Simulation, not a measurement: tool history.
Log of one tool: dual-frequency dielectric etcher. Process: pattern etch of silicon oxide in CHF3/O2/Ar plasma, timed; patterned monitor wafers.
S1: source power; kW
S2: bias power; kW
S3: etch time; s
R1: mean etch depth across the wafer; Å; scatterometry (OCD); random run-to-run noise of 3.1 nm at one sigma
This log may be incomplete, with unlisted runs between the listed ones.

run 1 hour=0 | S1=0.54 S2=0.195 S3=301.5 | R1=6100.7
run 2 hour=6.4 | S1=0.54 S2=0.195 S3=274 | R1=5569.2
run 3 hour=13.9 | S1=0.54 S2=0.22 S3=274 | R1=5819.3
run 4 hour=18.9 | S1=0.54 S2=0.22 S3=274 | R1=5790.3
run 5 hour=24.8 | S1=0.5 S2=0.214 S3=274 | R1=5615.5
run 6 hour=28 | S1=0.5 S2=0.248 S3=274 | R1=5895.2
run 7 hour=30.4 | S1=0.5 S2=0.248 S3=274 | R1=6020.3
run 8 hour=31.1 | S1=0.46 S2=0.236 S3=274 | R1=5632.1

Forecast run 9:
run 9 hour=31.6 | S1=0.43 S2=0.232 S3=274 | R1=?

{"run 9": {"R1": 5403.5}}
